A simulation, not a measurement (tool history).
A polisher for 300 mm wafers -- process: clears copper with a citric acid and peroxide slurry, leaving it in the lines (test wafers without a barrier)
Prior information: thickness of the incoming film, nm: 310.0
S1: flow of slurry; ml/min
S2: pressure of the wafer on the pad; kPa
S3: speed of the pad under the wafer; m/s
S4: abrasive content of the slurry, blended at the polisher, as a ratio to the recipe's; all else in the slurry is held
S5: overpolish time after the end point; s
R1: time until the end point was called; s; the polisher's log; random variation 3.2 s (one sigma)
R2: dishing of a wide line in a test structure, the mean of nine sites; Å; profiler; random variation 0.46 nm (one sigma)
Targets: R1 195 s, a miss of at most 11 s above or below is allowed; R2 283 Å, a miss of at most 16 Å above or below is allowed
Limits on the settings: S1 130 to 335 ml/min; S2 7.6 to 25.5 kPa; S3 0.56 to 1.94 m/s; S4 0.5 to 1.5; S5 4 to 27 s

{"run": 1, "hour": 0.0, "S1": 215, "S2": 16.5, "S3": 1.24, "S4": 1, "S5": 14, "R1": 152.78, "R2": 204.06}
{"run": 2, "hour": 7.0, "S1": 265, "S2": 16.5, "S3": 1.24, "S4": 1, "S5": 14, "R1": 152.83, "R2": 206.53}
{"run": 3, "hour": 14.1, "S1": 265, "S2": 16.5, "S3": 1.24, "S4": 0.85, "S5": 14, "R1": 150.9, "R2": 202.65}
{"run": 4, "hour": 18.4, "S1": 240, "S2": 16.5, "S3": 1.24, "S4": 0.85, "S5": 14, "R1": 153.83, "R2": 200.53}
{"run": 5, "hour": 25.7, "S1": 240, "S2": 15.9, "S3": 1.24, "S4": 0.85, "S5": 15, "R1": 165.11, "R2": 204.61}
{"run": 6, "hour": 33.8, "S1": 210, "S2": 15.9, "S3": 1.24, "S4": 0.85, "S5": 15, "R1": 161.02, "R2": 207.49}
{"run": 7, "hour": 36.0, "S1": 210, "S2": 15.2, "S3": 1.24, "S4": 0.85, "S5": 16, "R1": 175.37, "R2": 208.98}
{"run": 8, "hour": 37.1, "S1": 210, "S2": 15.2, "S3": 1.24, "S4": 0.85, "S5": 17, "R1": 170.11, "R2": 222.98}
{"run": 9, "hour": 42.1, "S1": 210, "S2": 15.2, "S3": 1.24, "S4": 0.85, "S5": 18, "R1": 169.97, "R2": 233.54}
{"run": 10, "hour": 42.8, "S1": 210, "S2": 15.2, "S3": 1.24, "S4": 0.85, "S5": 19, "R1": 170.4, "R2": 243.02}
{"run": 11, "hour": 44.4, "S1": 205, "S2": 13.1, "S3": 1.22, "S4": 0.85, "S5": 24, "R1": 206.03, "R2": 255.13}

Next run, 5 choices. One meets every target within its allowed miss, the rest don't. Which?
{"run": "A", "hour": 46.0, "S1": 220, "S2": 13.8, "S3": 1.26, "S4": 1, "S5": 20, "R1": "?", "R2": "?"}
{"run": "B", "hour": 46.0, "S1": 150, "S2": 16.5, "S3": 1.3, "S4": 0.65, "S5": 21, "R1": "?", "R2": "?"}
{"run": "C", "hour": 46.0, "S1": 325, "S2": 11.7, "S3": 1.38, "S4": 0.85, "S5": 26, "R1": "?", "R2": "?"}
{"run": "D", "hour": 46.0, "S1": 255, "S2": 15.9, "S3": 1.26, "S4": 0.55, "S5": 22, "R1": "?", "R2": "?"}
{"run": "E", "hour": 46.0, "S1": 185, "S2": 13.8, "S3": 1.2, "S4": 0.95, "S5": 20, "R1": "?", "R2": "?"}

move=A R1=185.64 R2=240.14
move=B R1=167.69 R2=276.64
move=C R1=195.71 R2=286.79
move=D R1=171.64 R2=281.95
move=E R1=200.14 R2=224.42
A: the biggest miss grows against the last run
B: brings the last run's worst result on target, with another outside its allowed miss
C: meets every target
D: brings the last run's worst result on target, with another outside its allowed miss
E: the biggest miss grows against the last run
Go with C: it meets all targets.
